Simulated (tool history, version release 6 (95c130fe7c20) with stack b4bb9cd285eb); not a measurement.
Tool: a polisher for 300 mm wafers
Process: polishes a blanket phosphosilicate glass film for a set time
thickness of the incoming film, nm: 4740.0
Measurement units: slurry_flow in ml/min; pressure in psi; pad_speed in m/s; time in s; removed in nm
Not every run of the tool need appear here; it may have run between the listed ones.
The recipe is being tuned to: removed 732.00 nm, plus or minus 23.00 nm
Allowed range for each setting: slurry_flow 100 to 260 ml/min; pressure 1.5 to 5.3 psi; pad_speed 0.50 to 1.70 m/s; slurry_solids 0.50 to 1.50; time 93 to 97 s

run 1 hour=0.0 | slurry_flow=165 pressure=3.4 pad_speed=1.10 slurry_solids=1.00 time=93 | removed=1033.70
run 2 hour=2.7 | slurry_flow=160 pressure=3.1 pad_speed=1.10 slurry_solids=1.00 time=93 | removed=965.31
run 3 hour=3.5 | slurry_flow=160 pressure=3.1 pad_speed=1.00 slurry_solids=1.00 time=93 | removed=889.82
run 4 hour=10.2 | slurry_flow=160 pressure=3.1 pad_speed=1.10 slurry_solids=1.00 time=93 | removed=945.71
run 5 hour=11.2 | slurry_flow=155 pressure=2.8 pad_speed=1.10 slurry_solids=1.00 time=93 | removed=865.32
run 6 hour=12.3 | slurry_flow=155 pressure=2.8 pad_speed=1.10 slurry_solids=1.00 time=97 | removed=906.19
run 7 hour=20.3 | slurry_flow=150 pressure=2.6 pad_speed=1.10 slurry_solids=1.00 time=97 | removed=862.60
run 8 hour=25.1 | slurry_flow=145 pressure=2.4 pad_speed=1.10 slurry_solids=1.00 time=97 | removed=787.37
run 9 hour=26.3 | slurry_flow=140 pressure=2.4 pad_speed=1.10 slurry_solids=1.00 time=97 | removed=782.98
run 10 hour=31.3 | slurry_flow=130 pressure=2.4 pad_speed=1.10 slurry_solids=1.00 time=97 | removed=776.73
run 11 hour=35.2 | slurry_flow=125 pressure=2.4 pad_speed=1.10 slurry_solids=1.00 time=97 | removed=755.83

Consider the 5 candidate settings below. Which is the only one whose results all fall within their allowed miss of target?
run A hour=39.1 | slurry_flow=105 pressure=2.6 pad_speed=1.18 slurry_solids=0.85 time=93 | removed=?
run B hour=39.1 | slurry_flow=130 pressure=2.5 pad_speed=0.96 slurry_solids=0.90 time=97 | removed=?
run C hour=39.1 | slurry_flow=105 pressure=2.7 pad_speed=1.04 slurry_solids=1.10 time=96 | removed=?
run D hour=39.1 | slurry_flow=125 pressure=2.1 pad_speed=1.32 slurry_solids=1.05 time=93 | removed=?
run E hour=39.1 | slurry_flow=120 pressure=2.2 pad_speed=1.28 slurry_solids=1.10 time=95 | removed=?

move=A removed=736.12
move=B removed=683.80
move=C removed=790.89
move=D removed=779.24
move=E removed=812.74
A: hits every target within its allowed miss
B: takes the biggest miss from the last run beyond its target
C: misses by more than the last run did
D: misses by more than the last run did
E: misses by more than the last run did
Correct choice: A, which meets every target
